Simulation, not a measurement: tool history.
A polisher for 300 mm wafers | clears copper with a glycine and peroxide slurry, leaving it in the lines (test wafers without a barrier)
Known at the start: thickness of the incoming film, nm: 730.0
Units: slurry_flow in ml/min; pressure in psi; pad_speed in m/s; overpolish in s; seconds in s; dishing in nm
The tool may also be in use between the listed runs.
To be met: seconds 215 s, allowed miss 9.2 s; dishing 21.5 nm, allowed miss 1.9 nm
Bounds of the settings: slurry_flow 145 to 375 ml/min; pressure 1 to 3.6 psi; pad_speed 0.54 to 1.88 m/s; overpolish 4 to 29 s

run,hour,slurry_flow,pressure,pad_speed,overpolish,seconds,dishing
1,0,240,2.3,1.2,15,135.8,25.452
2,4.6,240,2.8,1.2,15,120.22,25.442
3,8.5,220,2.8,1.2,15,118.84,28.095
4,11.2,230,2.2,1.12,15,143.06,24.762
5,18.7,230,2.2,1.12,10,143.64,21.683
6,25.9,230,2.5,1.12,10,135.41,22.658
# hour 33.8: head pressure recalibrated
7,33.8,225,2.1,1.02,11,171.58,20.957
8,42.3,225,1.5,0.98,18,204.79,24.365
9,49.4,225,1.5,0.98,17,208.71,24.688

5 next moves are on the table. One of them brings every result within its allowed miss. Which?
A,56.5,270,2.1,0.88,12,?,?
B,56.5,230,1.8,0.96,11,?,?
C,56.5,215,1.4,0.96,23,?,?
D,56.5,280,1.2,1.06,13,?,?
E,56.5,240,1.4,1.12,12,?,?

move,seconds,dishing
A,185.74,21.735
B,190.51,20.422
C,215.54,26.83
D,209.87,21.227
E,190.56,21.226
A: brings the result that was furthest off to its target, and leaves another outside
B: brings the result that was furthest off to its target, and leaves another outside
C: further off than the last run
D: meets every target
E: brings the result that was furthest off to its target, and leaves another outside
The right move is D.
